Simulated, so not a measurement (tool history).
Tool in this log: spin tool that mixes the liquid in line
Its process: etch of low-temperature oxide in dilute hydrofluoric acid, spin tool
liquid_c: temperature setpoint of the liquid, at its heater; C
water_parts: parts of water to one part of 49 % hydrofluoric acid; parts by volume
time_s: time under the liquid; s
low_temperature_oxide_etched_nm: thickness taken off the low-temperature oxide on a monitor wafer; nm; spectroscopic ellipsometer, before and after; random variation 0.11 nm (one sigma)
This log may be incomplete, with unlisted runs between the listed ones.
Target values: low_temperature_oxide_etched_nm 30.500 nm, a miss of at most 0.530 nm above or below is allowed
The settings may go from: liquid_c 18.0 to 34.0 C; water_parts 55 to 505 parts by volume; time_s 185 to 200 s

run	hour	liquid_c	water_parts	time_s	low_temperature_oxide_etched_nm
1	0.0	26.0	280	185	12.074
2	4.2	28.0	245	185	15.377
3	10.7	28.0	245	185	15.359
4	17.9	29.5	220	185	18.456
5	20.4	30.5	200	185	21.510
6	23.8	28.5	200	185	20.113
7	25.1	30.0	190	185	22.488
8	25.7	31.0	180	185	24.965
9	30.7	32.0	175	185	26.761
10	34.6	32.5	175	185	27.218
11	41.0	34.0	160	185	32.105
12	46.2	33.5	160	185	31.427

Which one of the following 4 next-run settings gets every result inside its allowed miss? There is exactly one.
A	51.4	30.5	150	195	?
B	51.4	32.5	170	200	?
C	51.4	32.5	155	200	?
D	51.4	34.0	170	200	?

move	low_temperature_oxide_etched_nm
A	32.224
B	30.458
C	34.094
D	32.059
A: misses by more than the last run did
B: hits every target within its allowed miss
C: misses by more than the last run did
D: misses by more than the last run did
B is the move that brings every result within its allowed miss.
